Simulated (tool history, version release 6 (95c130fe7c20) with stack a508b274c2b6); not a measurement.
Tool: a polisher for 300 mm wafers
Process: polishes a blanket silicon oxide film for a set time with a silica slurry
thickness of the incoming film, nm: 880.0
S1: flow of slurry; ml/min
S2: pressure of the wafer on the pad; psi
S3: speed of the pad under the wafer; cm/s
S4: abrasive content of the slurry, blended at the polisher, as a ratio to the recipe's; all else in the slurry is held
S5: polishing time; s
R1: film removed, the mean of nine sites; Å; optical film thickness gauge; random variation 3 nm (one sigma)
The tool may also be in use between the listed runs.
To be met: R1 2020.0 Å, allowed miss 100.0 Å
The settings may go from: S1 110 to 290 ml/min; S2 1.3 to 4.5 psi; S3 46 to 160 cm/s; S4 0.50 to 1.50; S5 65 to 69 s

| run | day | S1 | S2 | S3 | S4 | S5 | R1 |
|---|---|---|---|---|---|---|---|
| 1 | 0.000 | 185 | 2.9 | 102 | 1.00 | 65 | 1279.4 |
| 2 | 0.342 | 185 | 2.5 | 102 | 1.00 | 65 | 1109.0 |
| 3 | 0.508 | 185 | 2.9 | 104 | 1.00 | 65 | 1336.6 |
| 4 | 0.804 | 185 | 2.9 | 128 | 1.00 | 65 | 1517.8 |
| 5 | 1.033 | 185 | 3.1 | 128 | 1.00 | 65 | 1627.6 |
| 6 | 1.167 | 185 | 3.2 | 128 | 1.00 | 65 | 1710.3 |
| 7 | 1.242 | 185 | 3.3 | 128 | 1.00 | 65 | 1756.8 |
| 8 | 1.608 | 185 | 3.4 | 128 | 1.00 | 65 | 1785.4 |
| 9 | 1.746 | 185 | 3.5 | 128 | 1.00 | 65 | 1854.4 |
| 10 | 2.108 | 185 | 3.6 | 128 | 1.00 | 65 | 1945.0 |

4 next moves are on the table. One of them brings every result within its allowed miss. Which?
| A | 2.471 | 255 | 3.1 | 134 | 1.05 | 65 | ? |
| B | 2.471 | 195 | 3.2 | 138 | 0.85 | 69 | ? |
| C | 2.471 | 250 | 3.2 | 138 | 1.25 | 65 | ? |
| D | 2.471 | 205 | 3.6 | 122 | 1.00 | 65 | ? |

| move | R1 |
|---|---|
| A | 1831.0 |
| B | 1793.3 |
| C | 2071.1 |
| D | 1885.0 |
A: further off than the last run
B: further off than the last run
C: meets every target
D: further off than the last run
Move C is the one to make.
